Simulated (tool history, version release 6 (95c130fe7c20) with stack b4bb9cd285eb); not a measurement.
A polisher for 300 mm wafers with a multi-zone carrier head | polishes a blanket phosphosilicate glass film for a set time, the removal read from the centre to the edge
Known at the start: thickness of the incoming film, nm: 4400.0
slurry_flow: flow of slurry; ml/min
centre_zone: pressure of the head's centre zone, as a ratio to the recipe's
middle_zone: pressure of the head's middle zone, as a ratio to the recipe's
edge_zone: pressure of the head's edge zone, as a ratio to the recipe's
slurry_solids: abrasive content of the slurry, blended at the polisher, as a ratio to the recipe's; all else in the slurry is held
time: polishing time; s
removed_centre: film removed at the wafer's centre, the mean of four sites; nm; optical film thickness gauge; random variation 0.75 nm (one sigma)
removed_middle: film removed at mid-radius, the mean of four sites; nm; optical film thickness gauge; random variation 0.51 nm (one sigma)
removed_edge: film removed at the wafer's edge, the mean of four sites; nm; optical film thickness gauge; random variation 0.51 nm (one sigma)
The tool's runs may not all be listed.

run	hour	slurry_flow	centre_zone	middle_zone	edge_zone	slurry_solids	time	removed_centre	removed_middle	removed_edge
1	0.0	205	1.00	1.00	1.00	1.00	31	161.290	165.890	161.690
2	5.5	200	0.99	0.98	0.96	0.85	27	129.780	129.260	125.680
3	14.3	200	0.99	1.03	0.96	0.85	27	130.670	134.750	128.410
4	20.9	195	0.96	1.00	0.92	0.75	25	107.440	114.040	108.070
5	29.7	195	0.96	1.00	0.92	0.85	25	114.170	122.600	114.440
6	30.9	190	0.95	0.97	0.89	0.75	24	100.670	104.310	100.590
7	38.7	195	0.94	0.96	0.87	0.70	23	94.573	96.821	93.190

Run 8 comes next. What will it give?
8	45.4	200	0.93	0.95	0.85	0.65	22	?	?	?

{"run 8": {"removed_centre": 84.051, "removed_middle": 87.874, "removed_edge": 84.066}}

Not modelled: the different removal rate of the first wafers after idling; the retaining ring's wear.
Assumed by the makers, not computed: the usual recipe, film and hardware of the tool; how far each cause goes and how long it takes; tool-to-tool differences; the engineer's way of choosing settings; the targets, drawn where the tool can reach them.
